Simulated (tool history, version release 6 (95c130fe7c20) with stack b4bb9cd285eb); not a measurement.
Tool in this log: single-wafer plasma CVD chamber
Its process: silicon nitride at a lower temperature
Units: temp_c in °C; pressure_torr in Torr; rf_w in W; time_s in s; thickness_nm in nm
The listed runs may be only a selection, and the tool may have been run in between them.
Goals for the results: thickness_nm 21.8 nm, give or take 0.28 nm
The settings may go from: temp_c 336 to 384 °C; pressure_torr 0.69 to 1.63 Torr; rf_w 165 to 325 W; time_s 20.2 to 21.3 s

| run | hour | temp_c | pressure_torr | rf_w | time_s | thickness_nm |
|---|---|---|---|---|---|---|
| 1 | 0 | 360 | 1.16 | 245 | 21.3 | 19.903 |
| 2 | 2.7 | 360 | 1.24 | 245 | 21.3 | 20.243 |
| 3 | 10.5 | 360 | 1.24 | 215 | 21.3 | 18.057 |
| 4 | 13.9 | 360 | 1.24 | 215 | 21.3 | 18.092 |
| 5 | 19.7 | 360 | 1.37 | 215 | 21.3 | 18.567 |
| 6 | 25 | 360 | 1.43 | 225 | 21.3 | 19.7 |
| 7 | 32.2 | 360 | 1.48 | 230 | 21.3 | 20.111 |
| 8 | 34.5 | 360 | 1.51 | 235 | 21.3 | 20.801 |

Below are 4 possible settings for the next run. Only one of them brings all results inside the allowed miss of their targets. Which is it?
| A | 36.8 | 355 | 1.5 | 260 | 21.3 | ? |
| B | 36.8 | 370 | 1.63 | 270 | 20.2 | ? |
| C | 36.8 | 357 | 1.48 | 245 | 21 | ? |
| D | 36.8 | 351 | 1.62 | 245 | 21 | ? |

| move | thickness_nm |
|---|---|
| A | 22.537 |
| B | 22.428 |
| C | 21.048 |
| D | 21.656 |
A: takes the biggest miss from the last run beyond its target
B: takes the biggest miss from the last run beyond its target
C: gains on the last run, yet a result remains outside its allowed miss
D: all results in spec
Correct choice: D, which meets every target
